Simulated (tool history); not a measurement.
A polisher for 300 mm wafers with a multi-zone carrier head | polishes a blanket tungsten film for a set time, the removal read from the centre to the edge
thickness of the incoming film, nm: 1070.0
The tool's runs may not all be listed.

| run | day | flow of slurry (ml/min) | pressure of the head's centre zone | pressure of the head's middle zone | pressure of the head's edge zone | abrasive content of the slurry | polishing time (s) | film removed at the wafer's centre (Å) | film removed at mid-radius (Å) | film removed at the wafer's edge (Å) |
|---|---|---|---|---|---|---|---|---|---|---|
| 1 | 0 | 200 | 1 | 1 | 1 | 1 | 36 | 1653.2 | 1625.8 | 1672.1 |
| 2 | 0.346 | 210 | 1.02 | 1 | 1.01 | 1 | 36 | 1752 | 1614.4 | 1705.1 |
| 3 | 0.683 | 250 | 1.02 | 1 | 1.01 | 1 | 36 | 1773.5 | 1656.3 | 1715.2 |
| 4 | 0.962 | 220 | 1.02 | 1 | 1.01 | 1 | 36 | 1719.3 | 1612.6 | 1686.3 |
| 5 | 1.2 | 225 | 1.04 | 1.01 | 1.02 | 1.05 | 36 | 1761.1 | 1699.2 | 1726.3 |
| 6 | 1.329 | 225 | 1.04 | 1.07 | 1.02 | 1.05 | 36 | 1796.4 | 1747.3 | 1725.5 |
| 7 | 1.4 | 225 | 1.04 | 1.07 | 1.02 | 1.05 | 36 | 1781.2 | 1760.4 | 1717.6 |

Forecast run 8:
| 8 | 1.771 | 230 | 1.06 | 1.06 | 1.03 | 1.05 | 36 | ? | ? | ? |

{"run 8": {"film removed at the wafer's centre (Å)": 1843.9, "film removed at mid-radius (Å)": 1765.6, "film removed at the wafer's edge (Å)": 1741.7}}
